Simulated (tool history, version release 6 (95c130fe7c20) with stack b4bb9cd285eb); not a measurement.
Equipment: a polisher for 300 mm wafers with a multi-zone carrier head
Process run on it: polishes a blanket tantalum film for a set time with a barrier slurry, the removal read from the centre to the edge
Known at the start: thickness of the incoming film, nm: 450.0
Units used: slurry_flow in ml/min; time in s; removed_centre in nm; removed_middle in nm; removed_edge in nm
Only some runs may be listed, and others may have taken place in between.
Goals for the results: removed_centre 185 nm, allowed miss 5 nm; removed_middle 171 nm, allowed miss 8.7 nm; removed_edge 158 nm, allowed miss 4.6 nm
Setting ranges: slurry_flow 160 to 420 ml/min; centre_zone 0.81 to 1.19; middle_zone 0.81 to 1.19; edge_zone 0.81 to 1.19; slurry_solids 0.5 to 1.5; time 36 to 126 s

run,hour,slurry_flow,centre_zone,middle_zone,edge_zone,slurry_solids,time,removed_centre,removed_middle,removed_edge
1,0,270,1,1,1,1,81,111.1,109.25,110.44
2,4.9,285,1.06,1.05,1.03,1.15,85,126.94,125.86,123.07
3,12.3,285,1,1.05,1.03,1.15,85,120.33,123.9,123.53
4,20.6,300,1.06,1.06,1.02,1.25,89,138.13,135.63,129.99
5,25.7,310,1.1,1.08,1.04,1.35,92,151.63,147.63,142.19
6,29.6,320,1.13,1.09,1.04,1.4,94,159.25,153.5,144.23
7,31.9,325,1.15,1.09,1.04,1.45,96,168.86,158.56,147.26
8,35.6,330,1.16,1.1,1.05,1.45,97,173.09,160.02,151.55
9,36.9,335,1.17,1.11,1.05,1.45,98,177.29,159.01,151.04
10,44.1,335,1.17,1.12,1.05,1.45,99,177.66,169.2,155.02

Which of these 5 next moves meets every target?
A,51.3,345,1.19,1.19,1,1.5,96,?,?,?
B,51.3,335,1.08,1.15,1.09,1.5,101,?,?,?
C,51.3,225,1.19,1.14,1.06,1.4,106,?,?,?
D,51.3,315,1.07,1.15,1,1.5,112,?,?,?
E,51.3,305,1.14,1.14,1.06,1.5,100,?,?,?

move,removed_centre,removed_middle,removed_edge
A,178.15,170.18,146.49
B,169.44,173.45,160.57
C,184.31,170.57,158.64
D,184.95,191.26,169.89
E,175.39,168.88,155.73
A: its largest miss is bigger than the last run's
B: its largest miss is bigger than the last run's
C: in spec on every target
D: the furthest-off result lands on target, but another misses its tolerance
E: its largest miss is bigger than the last run's
Go with C: it meets all targets.
